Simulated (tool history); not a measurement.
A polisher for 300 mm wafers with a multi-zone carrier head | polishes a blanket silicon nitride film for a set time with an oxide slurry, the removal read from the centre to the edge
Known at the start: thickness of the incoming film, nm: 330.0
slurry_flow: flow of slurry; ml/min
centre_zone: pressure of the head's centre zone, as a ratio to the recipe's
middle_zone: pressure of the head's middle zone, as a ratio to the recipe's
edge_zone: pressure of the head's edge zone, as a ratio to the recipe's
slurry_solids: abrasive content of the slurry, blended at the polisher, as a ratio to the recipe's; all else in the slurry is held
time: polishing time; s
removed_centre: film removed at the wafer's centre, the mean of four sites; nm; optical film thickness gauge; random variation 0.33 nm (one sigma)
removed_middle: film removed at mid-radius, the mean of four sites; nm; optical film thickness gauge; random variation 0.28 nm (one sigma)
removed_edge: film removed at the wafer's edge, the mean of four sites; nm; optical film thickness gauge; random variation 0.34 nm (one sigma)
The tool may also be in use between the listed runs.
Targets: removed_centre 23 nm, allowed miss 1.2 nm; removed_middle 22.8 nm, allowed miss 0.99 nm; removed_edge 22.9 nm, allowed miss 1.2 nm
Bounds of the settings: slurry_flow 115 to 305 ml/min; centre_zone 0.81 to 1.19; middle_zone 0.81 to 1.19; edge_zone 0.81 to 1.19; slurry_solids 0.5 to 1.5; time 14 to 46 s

run    day  slurry_flow  centre_zone  middle_zone  edge_zone  slurry_solids  time  removed_centre  removed_middle  removed_edge
  1      0          195            1            1          1              1    30          17.898          17.587        19.187
  2  0.058          200         1.01         1.01       1.01           1.05    30          18.954          18.622        19.664
  3  0.275          200         1.01         1.02       1.02           1.05    30          18.666          18.713        19.728
  4  0.567          160         1.01         1.02       1.02           1.05    30          18.015          18.359        19.211
  5  0.717          160         0.94         1.02       1.02           1.05    30          16.972          17.886        19.347
  6  0.875          160         0.94         1.02       1.02           1.05    23          13.128          13.744        14.533
  7  1.217          165         0.96         1.02       1.03            1.1    24          13.901          15.051        15.621
  8  1.271          170         0.98         1.01       1.03           1.15    25          15.821          16.028        17.272
  9    1.5          175            1         1.02       1.04            1.2    25          15.932          16.657        17.915
 10  1.696          180         1.02         1.03       1.03           1.25    25          16.923          16.995        17.679
 11    1.9          185         1.04         1.04       1.04            1.3    25           17.56          17.475        17.863
 12  2.042          185         1.05         1.04       1.05           1.35    25          17.745          18.005        18.725
 13  2.371          190         1.06         1.05       1.05           1.35    25          18.704          18.227        18.992
 14  2.617          195         1.06         1.06       1.06           1.35    25          18.472          18.358        19.115
 15  2.775          200         1.07         1.07       1.07           1.35    25          18.383           18.38        19.044
 16  2.804          200         1.08         1.08       1.07           1.35    25          18.951          18.827        19.335
 17  3.171          205         1.09         1.09       1.08           1.35    25          18.776           19.03        18.733
 18  3.496          215          1.1         1.09       1.09           1.45    27          21.446          21.463        21.536

Which of these 5 next moves meets every target?
  A  3.821          195         1.15         0.89       1.01           1.45    31               ?               ?             ?
  B  3.821          180         0.93         0.93       1.19            1.5    30               ?               ?             ?
  C  3.821          210         1.19         1.09       1.18            1.3    26               ?               ?             ?
  D  3.821          145         1.09         1.08          1            1.4    32               ?               ?             ?
  E  3.821          225         1.04         1.14       1.13           1.45    26               ?               ?             ?

move  removed_centre  removed_middle  removed_edge
   A          25.059          20.191        23.066
   B          20.303          20.286        24.089
   C          20.915          19.357        19.869
   D          22.863          22.817        22.346
   E          19.818          21.334        20.578
A: further off than the last run
B: further off than the last run
C: further off than the last run
D: meets every target
E: further off than the last run
The right move is D.
